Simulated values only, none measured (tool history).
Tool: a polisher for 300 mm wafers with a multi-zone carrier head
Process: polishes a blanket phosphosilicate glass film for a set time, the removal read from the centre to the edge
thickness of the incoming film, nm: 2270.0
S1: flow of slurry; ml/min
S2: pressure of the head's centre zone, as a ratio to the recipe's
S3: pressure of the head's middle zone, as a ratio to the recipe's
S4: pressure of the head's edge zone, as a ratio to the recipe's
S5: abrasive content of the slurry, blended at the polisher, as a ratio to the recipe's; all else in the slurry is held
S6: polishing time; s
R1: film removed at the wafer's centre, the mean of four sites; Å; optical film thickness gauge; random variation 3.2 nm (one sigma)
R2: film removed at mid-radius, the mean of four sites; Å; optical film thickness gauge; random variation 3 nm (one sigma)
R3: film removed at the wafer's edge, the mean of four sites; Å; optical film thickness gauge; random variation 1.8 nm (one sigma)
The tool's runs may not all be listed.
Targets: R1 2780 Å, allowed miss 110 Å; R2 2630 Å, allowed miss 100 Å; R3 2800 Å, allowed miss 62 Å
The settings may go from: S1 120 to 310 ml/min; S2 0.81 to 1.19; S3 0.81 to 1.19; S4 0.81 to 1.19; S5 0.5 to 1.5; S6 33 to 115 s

Run 1, hour 0: S1 200 ml/min, S2 1, S3 1, S4 1, S5 1, S6 73 s. Result: R1 4437.2 Å, R2 4484.4 Å, R3 4529.5 Å.
Run 2, hour 8.2: S1 200 ml/min, S2 0.96, S3 1, S4 1, S5 1, S6 73 s. Result: R1 4440.6 Å, R2 4499.7 Å, R3 4496.7 Å.
Run 3, hour 14: S1 185 ml/min, S2 0.94, S3 0.97, S4 0.98, S5 0.85, S6 70 s. Result: R1 3550.7 Å, R2 3720.1 Å, R3 3726.6 Å.
Run 4, hour 16.2: S1 175 ml/min, S2 0.95, S3 0.92, S4 0.94, S5 0.8, S6 70 s. Result: R1 3422.7 Å, R2 3260.4 Å, R3 3453 Å.
Run 5, hour 22: S1 175 ml/min, S2 1.01, S3 0.92, S4 0.94, S5 0.8, S6 70 s. Result: R1 3485.4 Å, R2 3262.8 Å, R3 3428.4 Å.
Run 6, hour 23.9: S1 160 ml/min, S2 0.98, S3 0.9, S4 0.91, S5 0.75, S6 70 s. Result: R1 3227.7 Å, R2 2946 Å, R3 3172.4 Å.
Run 7, hour 30.3: S1 155 ml/min, S2 0.95, S3 0.9, S4 0.89, S5 0.75, S6 70 s. Result: R1 3127.8 Å, R2 3016.3 Å, R3 3105.5 Å.
Run 8, hour 37.5: S1 145 ml/min, S2 0.93, S3 0.88, S4 0.88, S5 0.75, S6 70 s. Result: R1 2989.7 Å, R2 2891.4 Å, R3 3071.5 Å.
Run 9, hour 45.3: S1 140 ml/min, S2 0.93, S3 0.87, S4 0.86, S5 0.75, S6 70 s. Result: R1 3002 Å, R2 2835.6 Å, R3 3001.9 Å.
Run 10, hour 51.4: S1 125 ml/min, S2 0.88, S3 0.83, S4 0.81, S5 0.65, S6 70 s. Result: R1 2354.9 Å, R2 2308 Å, R3 2421.4 Å.
Run 11, hour 57: S1 155 ml/min, S2 0.89, S3 0.84, S4 0.83, S5 0.65, S6 70 s. Result: R1 2521.4 Å, R2 2386.6 Å, R3 2578.5 Å.
Run 12, hour 64.7: S1 165 ml/min, S2 0.9, S3 0.86, S4 0.84, S5 0.65, S6 70 s. Result: R1 2639.1 Å, R2 2464.7 Å, R3 2579.7 Å.
Run 13, hour 69.9: S1 160 ml/min, S2 0.91, S3 0.87, S4 0.86, S5 0.65, S6 70 s. Result: R1 2622.4 Å, R2 2468.6 Å, R3 2587.7 Å.
Run 14, hour 72.4: S1 155 ml/min, S2 0.92, S3 0.88, S4 0.88, S5 0.65, S6 70 s. Result: R1 2608.1 Å, R2 2448.6 Å, R3 2630.1 Å.
Run 15, hour 75.1: S1 165 ml/min, S2 0.92, S3 0.89, S4 0.9, S5 0.65, S6 70 s. Result: R1 2641.5 Å, R2 2545.6 Å, R3 2673 Å.
Run 16, hour 79.1: S1 165 ml/min, S2 0.93, S3 0.89, S4 0.91, S5 0.65, S6 70 s. Result: R1 2568.1 Å, R2 2503.3 Å, R3 2684.8 Å.
Run 17, hour 81.1: S1 170 ml/min, S2 0.94, S3 0.9, S4 0.92, S5 0.65, S6 70 s. Result: R1 2633.1 Å, R2 2586.6 Å, R3 2704.8 Å.
Run 18, hour 82.4: S1 170 ml/min, S2 0.95, S3 0.9, S4 0.92, S5 0.65, S6 70 s. Result: R1 2710.3 Å, R2 2567.6 Å, R3 2699.7 Å.
Run 19, hour 89.7: S1 170 ml/min, S2 0.96, S3 0.9, S4 0.93, S5 0.65, S6 70 s. Result: R1 2730 Å, R2 2573 Å, R3 2698 Å.
Run 20, hour 95.6: S1 165 ml/min, S2 0.97, S3 0.9, S4 0.94, S5 0.65, S6 70 s. Result: R1 2720.1 Å, R2 2536.3 Å, R3 2722.7 Å.

Which of these 5 next moves meets every target?
Run A, hour 101.5: S1 140 ml/min, S2 0.92, S3 0.87, S4 0.85, S5 0.65, S6 77 s. Result: R1 ?, R2 ?, R3 ?.
Run B, hour 101.5: S1 155 ml/min, S2 0.89, S3 0.81, S4 0.94, S5 0.65, S6 75 s. Result: R1 ?, R2 ?, R3 ?.
Run C, hour 101.5: S1 175 ml/min, S2 1.02, S3 0.94, S4 0.91, S5 0.6, S6 76 s. Result: R1 ?, R2 ?, R3 ?.
Run D, hour 101.5: S1 200 ml/min, S2 0.9, S3 1.04, S4 0.9, S5 0.7, S6 63 s. Result: R1 ?, R2 ?, R3 ?.
Run E, hour 101.5: S1 120 ml/min, S2 0.9, S3 0.87, S4 1.02, S5 0.75, S6 64 s. Result: R1 ?, R2 ?, R3 ?.

move      R1      R2      R3
   A  2729.7  2566.4  2798.2
   B  2674.5  2422.2    2903
   C  2701.2  2515.4  2629.5
   D  2613.1  2832.2    2700
   E  2525.2  2418.6  2906.3
A: meets every target
B: takes the result that was furthest off past its target
C: further off than the last run
D: further off than the last run
E: takes the result that was furthest off past its target
Move A is the one to make.
